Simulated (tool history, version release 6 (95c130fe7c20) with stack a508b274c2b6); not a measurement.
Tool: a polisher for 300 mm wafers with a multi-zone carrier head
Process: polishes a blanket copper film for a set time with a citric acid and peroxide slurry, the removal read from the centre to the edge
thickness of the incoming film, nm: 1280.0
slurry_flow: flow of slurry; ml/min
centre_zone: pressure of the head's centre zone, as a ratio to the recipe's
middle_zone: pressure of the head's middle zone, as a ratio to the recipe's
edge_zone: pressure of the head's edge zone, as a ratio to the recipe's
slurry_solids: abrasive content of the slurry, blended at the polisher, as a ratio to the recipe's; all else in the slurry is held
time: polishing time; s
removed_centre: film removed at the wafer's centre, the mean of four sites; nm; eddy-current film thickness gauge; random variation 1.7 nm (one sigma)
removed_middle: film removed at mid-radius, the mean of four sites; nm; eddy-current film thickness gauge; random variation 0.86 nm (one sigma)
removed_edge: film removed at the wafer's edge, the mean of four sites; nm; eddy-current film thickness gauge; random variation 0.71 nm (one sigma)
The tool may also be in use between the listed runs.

Run 1, hour 0.0: slurry_flow 220 ml/min, centre_zone 1.00, middle_zone 1.00, edge_zone 1.00, slurry_solids 1.00, time 71 s. Result: removed_centre 103.41 nm, removed_middle 93.486 nm, removed_edge 95.277 nm.
Run 2, hour 1.1: slurry_flow 235 ml/min, centre_zone 1.02, middle_zone 1.02, edge_zone 1.05, slurry_solids 1.05, time 71 s. Result: removed_centre 108.40 nm, removed_middle 98.366 nm, removed_edge 100.250 nm.
Run 3, hour 5.6: slurry_flow 235 ml/min, centre_zone 1.02, middle_zone 1.02, edge_zone 1.05, slurry_solids 1.05, time 82 s. Result: removed_centre 125.78 nm, removed_middle 112.240 nm, removed_edge 116.270 nm.
Run 4, hour 6.6: slurry_flow 235 ml/min, centre_zone 1.02, middle_zone 1.02, edge_zone 1.09, slurry_solids 1.05, time 82 s. Result: removed_centre 125.89 nm, removed_middle 114.340 nm, removed_edge 117.040 nm.
Run 5, hour 12.8: slurry_flow 215 ml/min, centre_zone 1.02, middle_zone 1.02, edge_zone 1.09, slurry_solids 1.05, time 82 s. Result: removed_centre 124.29 nm, removed_middle 111.850 nm, removed_edge 115.650 nm.
Run 6, hour 18.9: slurry_flow 215 ml/min, centre_zone 1.08, middle_zone 1.02, edge_zone 1.09, slurry_solids 1.05, time 82 s. Result: removed_centre 130.93 nm, removed_middle 112.130 nm, removed_edge 116.430 nm.
Run 7, hour 23.3: slurry_flow 205 ml/min, centre_zone 1.07, middle_zone 1.02, edge_zone 1.08, slurry_solids 1.05, time 82 s. Result: removed_centre 129.03 nm, removed_middle 109.870 nm, removed_edge 114.580 nm.
Run 8, hour 29.4: slurry_flow 200 ml/min, centre_zone 1.06, middle_zone 1.03, edge_zone 1.07, slurry_solids 1.05, time 82 s. Result: removed_centre 129.25 nm, removed_middle 113.080 nm, removed_edge 114.970 nm.

The next listed run, before its measurement:
At hour 32.0: centre zone pressure recalibrated.
Run 9, hour 32.0: slurry_flow 195 ml/min, centre_zone 1.05, middle_zone 1.02, edge_zone 1.06, slurry_solids 1.05, time 82 s. Result: removed_centre ?, removed_middle ?, removed_edge ?.

removed_centre: 113.86 nm
removed_middle: 110.300 nm
removed_edge: 114.350 nm
